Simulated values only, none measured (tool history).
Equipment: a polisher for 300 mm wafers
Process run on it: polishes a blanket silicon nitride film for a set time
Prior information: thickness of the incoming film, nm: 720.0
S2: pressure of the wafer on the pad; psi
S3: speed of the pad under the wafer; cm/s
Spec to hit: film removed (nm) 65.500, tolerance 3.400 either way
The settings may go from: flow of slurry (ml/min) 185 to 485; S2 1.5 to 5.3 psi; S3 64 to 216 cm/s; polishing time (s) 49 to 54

{"run": 1, "day": 0.0, "flow of slurry (ml/min)": 310, "S2": 3.4, "S3": 140, "polishing time (s)": 54, "film removed (nm)": 100.58}
{"run": 2, "day": 0.117, "flow of slurry (ml/min)": 310, "S2": 3.0, "S3": 138, "polishing time (s)": 54, "film removed (nm)": 91.311}
{"run": 3, "day": 0.296, "flow of slurry (ml/min)": 310, "S2": 3.0, "S3": 116, "polishing time (s)": 54, "film removed (nm)": 82.444}
{"run": 4, "day": 0.621, "flow of slurry (ml/min)": 310, "S2": 3.0, "S3": 148, "polishing time (s)": 54, "film removed (nm)": 91.513}
{"run": 5, "day": 0.871, "flow of slurry (ml/min)": 370, "S2": 3.0, "S3": 148, "polishing time (s)": 54, "film removed (nm)": 94.812}
{"run": 6, "day": 0.996, "flow of slurry (ml/min)": 370, "S2": 2.6, "S3": 146, "polishing time (s)": 54, "film removed (nm)": 81.941}
{"run": 7, "day": 1.367, "flow of slurry (ml/min)": 370, "S2": 2.4, "S3": 144, "polishing time (s)": 54, "film removed (nm)": 76.792}
{"run": 8, "day": 1.55, "flow of slurry (ml/min)": 370, "S2": 2.3, "S3": 144, "polishing time (s)": 54, "film removed (nm)": 70.647}

4 next moves are on the table. One of them brings every result within its allowed miss. Which?
{"run": "A", "day": 1.733, "flow of slurry (ml/min)": 320, "S2": 1.8, "S3": 162, "polishing time (s)": 49, "film removed (nm)": "?"}
{"run": "B", "day": 1.733, "flow of slurry (ml/min)": 355, "S2": 2.2, "S3": 136, "polishing time (s)": 49, "film removed (nm)": "?"}
{"run": "C", "day": 1.733, "flow of slurry (ml/min)": 405, "S2": 2.1, "S3": 164, "polishing time (s)": 49, "film removed (nm)": "?"}
{"run": "D", "day": 1.733, "flow of slurry (ml/min)": 360, "S2": 3.2, "S3": 114, "polishing time (s)": 49, "film removed (nm)": "?"}

move=A film_removed_(nm)=55.756
move=B film_removed_(nm)=61.030
move=C film_removed_(nm)=66.283
move=D film_removed_(nm)=78.822
A: takes the biggest miss from the last run beyond its target
B: takes the biggest miss from the last run beyond its target
C: every result within its allowed miss
D: further off than the last run
Answer: C
